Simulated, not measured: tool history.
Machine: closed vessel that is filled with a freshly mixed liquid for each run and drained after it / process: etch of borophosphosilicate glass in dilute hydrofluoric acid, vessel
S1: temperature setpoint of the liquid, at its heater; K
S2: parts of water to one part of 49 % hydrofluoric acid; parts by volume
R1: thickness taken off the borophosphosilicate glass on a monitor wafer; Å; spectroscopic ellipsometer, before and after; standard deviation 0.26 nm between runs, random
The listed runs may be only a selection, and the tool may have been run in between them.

Run 1, day 0: S1 298.15 K, S2 115 parts by volume, time in the liquid (s) 100. Result: R1 318.98 Å.
Run 2, day 0.3: S1 298.15 K, S2 90 parts by volume, time in the liquid (s) 100. Result: R1 420.07 Å.
Run 3, day 0.496: S1 300.65 K, S2 85 parts by volume, time in the liquid (s) 100. Result: R1 499.52 Å.
Run 4, day 0.592: S1 302.15 K, S2 85 parts by volume, time in the liquid (s) 100. Result: R1 524.73 Å.
Run 5, day 0.804: S1 302.15 K, S2 120 parts by volume, time in the liquid (s) 100. Result: R1 353.39 Å.
Run 6, day 0.9: S1 303.15 K, S2 105 parts by volume, time in the liquid (s) 100. Result: R1 428.26 Å.

Run 7, settings as shown, results not yet in. Your forecast:
Run 7, day 1.088: S1 304.15 K, S2 95 parts by volume, time in the liquid (s) 100. Result: R1 ?.

Run 7 produced R1 501.91 Å.
